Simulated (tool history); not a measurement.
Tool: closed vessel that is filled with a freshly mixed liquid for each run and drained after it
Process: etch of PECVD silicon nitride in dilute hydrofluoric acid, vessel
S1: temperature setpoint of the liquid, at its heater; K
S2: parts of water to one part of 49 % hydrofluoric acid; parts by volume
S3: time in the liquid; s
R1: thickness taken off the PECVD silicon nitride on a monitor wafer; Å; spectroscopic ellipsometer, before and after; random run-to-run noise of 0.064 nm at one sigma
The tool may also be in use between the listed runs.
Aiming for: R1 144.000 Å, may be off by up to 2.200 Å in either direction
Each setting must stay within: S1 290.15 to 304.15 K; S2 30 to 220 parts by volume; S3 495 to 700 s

run 1 day=0.000 | S1=296.15 S2=125 S3=700 | R1=115.500
run 2 day=0.200 | S1=297.65 S2=125 S3=700 | R1=129.000
run 3 day=0.550 | S1=297.65 S2=145 S3=700 | R1=111.390
run 4 day=0.775 | S1=298.65 S2=145 S3=700 | R1=118.510
run 5 day=1.108 | S1=299.65 S2=145 S3=700 | R1=126.070
run 6 day=1.275 | S1=299.65 S2=145 S3=495 | R1=89.233
run 7 day=1.492 | S1=301.15 S2=130 S3=495 | R1=108.890
run 8 day=1.862 | S1=301.15 S2=130 S3=495 | R1=109.530
run 9 day=2.258 | S1=302.15 S2=120 S3=495 | R1=126.540
run 10 day=2.629 | S1=302.15 S2=120 S3=495 | R1=126.930
run 11 day=2.925 | S1=302.65 S2=115 S3=495 | R1=135.840

Of the 4 settings listed for the next run, only one would bring every result within its allowed miss of target. Which one?
run A day=3.221 | S1=302.15 S2=150 S3=605 | R1=?
run B day=3.221 | S1=302.65 S2=130 S3=595 | R1=?
run C day=3.221 | S1=297.65 S2=100 S3=605 | R1=?
run D day=3.221 | S1=303.65 S2=130 S3=540 | R1=?

move=A R1=122.520
move=B R1=143.610
move=C R1=137.870
move=D R1=138.640
A: further off than the last run
B: all results land within tolerance of their targets
C: better than the last run, though not everything is in spec
D: better than the last run, though not everything is in spec
B meets every target.
